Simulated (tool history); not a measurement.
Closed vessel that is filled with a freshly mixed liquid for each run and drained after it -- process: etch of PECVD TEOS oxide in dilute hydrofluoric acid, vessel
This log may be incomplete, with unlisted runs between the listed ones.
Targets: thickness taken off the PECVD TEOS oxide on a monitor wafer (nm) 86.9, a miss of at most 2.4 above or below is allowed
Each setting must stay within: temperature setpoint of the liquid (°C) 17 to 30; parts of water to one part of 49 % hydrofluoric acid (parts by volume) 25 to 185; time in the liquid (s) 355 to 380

run    day  temperature setpoint of the liquid (°C)  parts of water to one part of 49 % hydrofluoric acid (parts by volume)  time in the liquid (s)  thickness taken off the PECVD TEOS oxide on a monitor wafer (nm)
  1      0                                       22                                                                     105                     355                                                            39.334
  2  0.167                                     24.5                                                                      90                     355                                                            51.614
  3  0.408                                     26.5                                                                      80                     355                                                             62.99
  4  0.721                                     29.5                                                                      80                     355                                                            72.248
  5  0.896                                     29.5                                                                      75                     355                                                            76.837
  6  1.046                                       27                                                                      75                     355                                                             69.64
  7  1.221                                       28                                                                      70                     355                                                            77.755
  8  1.579                                     28.5                                                                      70                     355                                                            80.639

Which one of the following 5 next-run settings gets every result inside its allowed miss? There is exactly one.
  A  1.938                                       28                                                                      80                     380                                                                 ?
  B  1.938                                     27.5                                                                      75                     355                                                                 ?
  C  1.938                                     29.5                                                                      80                     370                                                                 ?
  D  1.938                                       27                                                                      65                     355                                                                 ?
  E  1.938                                       28                                                                      65                     365                                                                 ?

move  thickness taken off the PECVD TEOS oxide on a monitor wafer (nm)
   A                                                            72.965
   B                                                            71.803
   C                                                            75.278
   D                                                            82.371
   E                                                            88.105
A: misses by more than the last run did
B: misses by more than the last run did
C: misses by more than the last run did
D: better than the last run, though not everything is in spec
E: each result inside its tolerance
The move that meets every target is E.

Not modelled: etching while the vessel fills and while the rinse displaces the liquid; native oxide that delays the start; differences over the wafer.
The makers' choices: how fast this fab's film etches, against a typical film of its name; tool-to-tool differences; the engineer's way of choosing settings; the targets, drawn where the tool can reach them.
